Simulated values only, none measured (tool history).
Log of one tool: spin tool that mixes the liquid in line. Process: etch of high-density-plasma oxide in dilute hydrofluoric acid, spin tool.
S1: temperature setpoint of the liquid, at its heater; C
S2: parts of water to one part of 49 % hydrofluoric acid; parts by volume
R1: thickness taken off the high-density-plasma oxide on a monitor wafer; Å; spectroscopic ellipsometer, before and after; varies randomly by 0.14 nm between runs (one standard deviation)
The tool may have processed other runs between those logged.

Run 1, hour 0.0: S1 21.0 C, S2 160 parts by volume, time under the liquid (s) 320. Result: R1 160.47 Å.
Run 2, hour 2.1: S1 22.0 C, S2 160 parts by volume, time under the liquid (s) 320. Result: R1 170.11 Å.
Run 3, hour 5.3: S1 20.0 C, S2 160 parts by volume, time under the liquid (s) 320. Result: R1 154.82 Å.
Run 4, hour 12.2: S1 23.0 C, S2 160 parts by volume, time under the liquid (s) 320. Result: R1 174.54 Å.
Run 5, hour 14.3: S1 23.5 C, S2 160 parts by volume, time under the liquid (s) 320. Result: R1 176.71 Å.
Run 6, hour 17.8: S1 23.5 C, S2 160 parts by volume, time under the liquid (s) 320. Result: R1 177.23 Å.

For run 7, what comes out?
Run 7, hour 25.2: S1 23.5 C, S2 160 parts by volume, time under the liquid (s) 320. Result: R1 ?.

Run 7 produced R1 176.39 Å.

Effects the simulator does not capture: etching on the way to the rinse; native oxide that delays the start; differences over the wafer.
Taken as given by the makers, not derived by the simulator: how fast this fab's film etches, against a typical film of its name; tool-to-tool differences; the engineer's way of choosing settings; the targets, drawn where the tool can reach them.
